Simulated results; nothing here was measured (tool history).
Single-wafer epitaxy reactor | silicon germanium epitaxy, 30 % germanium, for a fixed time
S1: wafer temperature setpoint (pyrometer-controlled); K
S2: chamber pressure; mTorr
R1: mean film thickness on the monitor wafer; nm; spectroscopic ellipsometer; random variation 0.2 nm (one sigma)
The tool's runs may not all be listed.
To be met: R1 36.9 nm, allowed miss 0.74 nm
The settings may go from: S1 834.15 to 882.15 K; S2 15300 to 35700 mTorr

run 1 hour=0 | S1=858.15 S2=25500 | R1=46.426
run 2 hour=7.3 | S1=858.15 S2=29800 | R1=48.914
run 3 hour=12.4 | S1=858.15 S2=32900 | R1=50.607
run 4 hour=15.6 | S1=867.15 S2=32900 | R1=60.851
run 5 hour=17.9 | S1=864.15 S2=32800 | R1=56.913
run 6 hour=25.6 | S1=861.15 S2=32700 | R1=53.812
run 7 hour=29.5 | S1=859.15 S2=32600 | R1=50.979
run 8 hour=30.3 | S1=847.15 S2=32200 | R1=39.785
run 9 hour=33.1 | S1=845.15 S2=32100 | R1=37.917
run 10 hour=39.5 | S1=845.15 S2=32100 | R1=37.824

5 next moves are on the table. One of them brings every result within its allowed miss. Which?
run A hour=45.9 | S1=848.15 S2=29200 | R1=?
run B hour=45.9 | S1=846.15 S2=31100 | R1=?
run C hour=45.9 | S1=844.15 S2=35500 | R1=?
run D hour=45.9 | S1=844.15 S2=31900 | R1=?
run E hour=45.9 | S1=845.15 S2=32200 | R1=?

move=A R1=39.616
move=B R1=38.786
move=C R1=38.889
move=D R1=37.488
move=E R1=38.42
A: further off than the last run
B: further off than the last run
C: further off than the last run
D: meets every target
E: further off than the last run
Answer: D
